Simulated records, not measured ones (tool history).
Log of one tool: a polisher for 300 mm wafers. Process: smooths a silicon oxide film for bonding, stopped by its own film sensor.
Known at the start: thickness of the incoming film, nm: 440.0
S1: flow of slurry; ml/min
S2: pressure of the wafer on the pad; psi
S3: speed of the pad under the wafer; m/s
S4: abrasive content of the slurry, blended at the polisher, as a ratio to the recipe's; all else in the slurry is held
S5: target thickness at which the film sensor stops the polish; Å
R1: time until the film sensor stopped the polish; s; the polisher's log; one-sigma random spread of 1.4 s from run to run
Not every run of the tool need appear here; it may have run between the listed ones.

run  hour   S1   S2    S3    S4    S5      R1
  1     0  280  1.6   0.8     1  4050  54.167
  2   4.5  280  1.6  0.94     1  4050  49.552
  3  10.2  280  1.6  0.94     1  4050  51.094
  4  14.8  280  1.4  0.86  0.95  4050  61.744
  5  18.1  280  1.3   0.8  0.95  4050  68.349
  6  20.2  345  1.3   0.8  0.95  4050  68.163
  7  26.5  345  1.2  0.74  0.95  4050  76.456
  8  34.6  345  1.1   0.7  0.95  4050  86.556
  9  39.9  345    1  0.68  0.95  4050  94.238
 10  48.6  345  0.9  0.66  0.95  4050  106.45

Run 11 has not been measured yet. What should we expect?
 11    55  340  0.9  0.66  0.95  4050   ?

{"run 11": {"R1": 104.6}}
